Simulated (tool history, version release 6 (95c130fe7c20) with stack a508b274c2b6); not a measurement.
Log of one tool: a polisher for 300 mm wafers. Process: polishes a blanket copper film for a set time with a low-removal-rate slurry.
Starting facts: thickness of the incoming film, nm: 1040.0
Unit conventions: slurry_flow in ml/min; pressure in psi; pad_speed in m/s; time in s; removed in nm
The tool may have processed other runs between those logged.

run 1 hour=0.0 | slurry_flow=250 pressure=2.8 pad_speed=1.20 slurry_solids=1.0 time=113 | removed=400.18
run 2 hour=5.1 | slurry_flow=250 pressure=2.5 pad_speed=1.20 slurry_solids=1.0 time=113 | removed=377.78
run 3 hour=8.1 | slurry_flow=250 pressure=2.2 pad_speed=1.20 slurry_solids=1.0 time=113 | removed=341.93
run 4 hour=14.3 | slurry_flow=250 pressure=2.2 pad_speed=1.38 slurry_solids=1.0 time=113 | removed=391.52
run 5 hour=23.1 | slurry_flow=250 pressure=2.2 pad_speed=1.38 slurry_solids=1.0 time=118 | removed=411.10
run 6 hour=25.3 | slurry_flow=250 pressure=1.9 pad_speed=1.34 slurry_solids=1.0 time=118 | removed=366.31

Estimate the outcome of run 7 from the log above:
run 7 hour=31.6 | slurry_flow=250 pressure=1.7 pad_speed=1.32 slurry_solids=1.0 time=118 | removed=?

removed: 329.73 nm

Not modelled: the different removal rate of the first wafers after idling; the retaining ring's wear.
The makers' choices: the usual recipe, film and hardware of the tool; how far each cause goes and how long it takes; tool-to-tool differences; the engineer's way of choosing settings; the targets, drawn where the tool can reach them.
